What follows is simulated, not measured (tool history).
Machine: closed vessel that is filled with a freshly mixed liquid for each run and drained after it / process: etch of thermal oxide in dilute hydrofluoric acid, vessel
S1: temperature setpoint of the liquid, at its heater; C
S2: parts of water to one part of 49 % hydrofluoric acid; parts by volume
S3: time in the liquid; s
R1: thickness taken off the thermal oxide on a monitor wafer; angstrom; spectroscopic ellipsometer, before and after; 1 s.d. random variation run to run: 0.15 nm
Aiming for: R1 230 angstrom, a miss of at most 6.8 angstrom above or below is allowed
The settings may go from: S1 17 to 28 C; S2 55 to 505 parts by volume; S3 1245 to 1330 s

Run 1, hour 0: S1 20 C, S2 280 parts by volume, S3 1245 s. Result: R1 147.98 angstrom.
Run 2, hour 8.5: S1 21 C, S2 275 parts by volume, S3 1245 s. Result: R1 158.86 angstrom.
Run 3, hour 11.2: S1 21.5 C, S2 270 parts by volume, S3 1245 s. Result: R1 165.73 angstrom.
Run 4, hour 17.8: S1 21.5 C, S2 365 parts by volume, S3 1245 s. Result: R1 112.79 angstrom.
Run 5, hour 19.2: S1 22 C, S2 355 parts by volume, S3 1245 s. Result: R1 118.45 angstrom.
Run 6, hour 25.3: S1 22 C, S2 425 parts by volume, S3 1245 s. Result: R1 92.968 angstrom.
Run 7, hour 30.5: S1 22.5 C, S2 405 parts by volume, S3 1245 s. Result: R1 101.76 angstrom.
Run 8, hour 33.9: S1 23 C, S2 390 parts by volume, S3 1245 s. Result: R1 106.71 angstrom.
Run 9, hour 35.1: S1 23.5 C, S2 370 parts by volume, S3 1245 s. Result: R1 118.03 angstrom.
Run 10, hour 36.9: S1 24 C, S2 355 parts by volume, S3 1245 s. Result: R1 126.76 angstrom.
Run 11, hour 43.1: S1 24.5 C, S2 340 parts by volume, S3 1245 s. Result: R1 136.81 angstrom.
Run 12, hour 47.4: S1 25 C, S2 330 parts by volume, S3 1245 s. Result: R1 145.12 angstrom.
Run 13, hour 53.2: S1 25.5 C, S2 320 parts by volume, S3 1245 s. Result: R1 152.37 angstrom.
Run 14, hour 62: S1 25.5 C, S2 310 parts by volume, S3 1245 s. Result: R1 158.75 angstrom.
Run 15, hour 68.5: S1 28 C, S2 235 parts by volume, S3 1245 s. Result: R1 246.21 angstrom.
Run 16, hour 71.6: S1 27 C, S2 235 parts by volume, S3 1245 s. Result: R1 238.63 angstrom.

Consider the 4 candidate settings below. Which is the only one whose results all fall within their allowed miss of target?
Run A, hour 74.7: S1 23.5 C, S2 220 parts by volume, S3 1245 s. Result: R1 ?.
Run B, hour 74.7: S1 25 C, S2 255 parts by volume, S3 1330 s. Result: R1 ?.
Run C, hour 74.7: S1 23 C, S2 225 parts by volume, S3 1245 s. Result: R1 ?.
Run D, hour 74.7: S1 22.5 C, S2 205 parts by volume, S3 1275 s. Result: R1 ?.

move      R1
   A  229.46
   B  215.23
   C  219.14
   D  246.81
A: meets every target
B: pushes the last run's worst result past its target
C: pushes the last run's worst result past its target
D: its largest miss is bigger than the last run's
Answer: A
